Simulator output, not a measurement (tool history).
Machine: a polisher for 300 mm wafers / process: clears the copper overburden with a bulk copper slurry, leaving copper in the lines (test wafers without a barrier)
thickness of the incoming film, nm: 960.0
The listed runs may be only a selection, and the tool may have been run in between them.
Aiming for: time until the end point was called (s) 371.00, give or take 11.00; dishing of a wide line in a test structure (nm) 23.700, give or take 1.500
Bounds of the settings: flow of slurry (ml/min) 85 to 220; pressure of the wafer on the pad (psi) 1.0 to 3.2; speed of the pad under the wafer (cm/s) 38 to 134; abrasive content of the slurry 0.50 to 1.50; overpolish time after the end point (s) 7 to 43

run  hour  flow of slurry (ml/min)  pressure of the wafer on the pad (psi)  speed of the pad under the wafer (cm/s)  abrasive content of the slurry  overpolish time after the end point (s)  time until the end point was called (s)  dishing of a wide line in a test structure (nm)
  1   0.0                      140                                     2.1                                       86                            1.00                                       22                                   166.94                                           57.597
  2   7.7                      135                                     1.8                                       80                            1.00                                       17                                   205.68                                           43.279
  3  16.0                      135                                     1.8                                       80                            1.10                                       17                                   203.40                                           43.692
  4  21.0                      130                                     1.6                                       74                            1.10                                       15                                   251.01                                           35.618
  5  24.2                      120                                     1.4                                       74                            1.10                                       14                                   280.47                                           30.276
  6  27.0                      115                                     1.3                                       74                            1.10                                       14                                   308.82                                           28.406
  7  35.0                      105                                     1.2                                       74                            1.10                                       14                                   342.33                                           25.342
  8  36.2                      100                                     1.2                                       74                            1.10                                       14                                   346.35                                           25.497
  9  41.1                       95                                     1.2                                       74                            1.10                                       14                                   343.28                                           25.067

Of the 4 settings listed for the next run, only one would bring every result within its allowed miss of target. Which one?
  A  46.0                       85                                     1.2                                       78                            1.10                                       14                                        ?                                                ?
  B  46.0                       90                                     1.0                                       86                            1.00                                       14                                        ?                                                ?
  C  46.0                       85                                     1.7                                       46                            1.05                                       19                                        ?                                                ?
  D  46.0                       85                                     1.3                                       72                            1.00                                       15                                        ?                                                ?

move  time until the end point was called (s)  dishing of a wide line in a test structure (nm)
   A                                   336.99                                           25.034
   B                                   368.33                                           22.991
   C                                   405.25                                           28.312
   D                                   345.92                                           26.059
A: lands further from the targets than the last run did
B: every result within its allowed miss
C: carries the result that was furthest off beyond its target, to the other side
D: better than the last run, though not everything is in spec
Go with B: it meets all targets.
